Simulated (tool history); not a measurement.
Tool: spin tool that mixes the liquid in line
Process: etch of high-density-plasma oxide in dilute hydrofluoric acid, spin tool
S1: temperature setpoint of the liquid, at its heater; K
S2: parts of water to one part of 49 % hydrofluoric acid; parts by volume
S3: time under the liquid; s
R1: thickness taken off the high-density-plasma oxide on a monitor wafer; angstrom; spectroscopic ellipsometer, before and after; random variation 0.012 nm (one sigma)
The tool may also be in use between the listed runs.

| run | day | S1 | S2 | S3 | R1 |
|---|---|---|---|---|---|
| 1 | 0.000 | 294.15 | 95 | 100 | 52.983 |
| 2 | 0.342 | 294.15 | 95 | 80 | 42.217 |
| 3 | 0.596 | 296.65 | 95 | 80 | 46.929 |
| 4 | 0.833 | 296.65 | 70 | 80 | 65.591 |
| 5 | 1.125 | 296.65 | 70 | 100 | 81.693 |
| 6 | 1.162 | 295.65 | 75 | 100 | 72.576 |
| 7 | 1.296 | 294.65 | 80 | 100 | 64.769 |
| 8 | 1.346 | 294.15 | 85 | 100 | 59.901 |
|  | 1.383 | hydrofluoric acid flow meter replaced |
| 9 | 1.383 | 293.65 | 90 | 100 | 50.983 |
| 10 | 1.742 | 293.15 | 90 | 100 | 50.506 |
| 11 | 1.883 | 292.65 | 90 | 100 | 49.138 |
| 12 | 1.979 | 292.15 | 90 | 100 | 48.229 |

The next listed run, before its measurement:
| 13 | 2.221 | 291.65 | 90 | 100 | ? |

R1: 47.096 angstrom
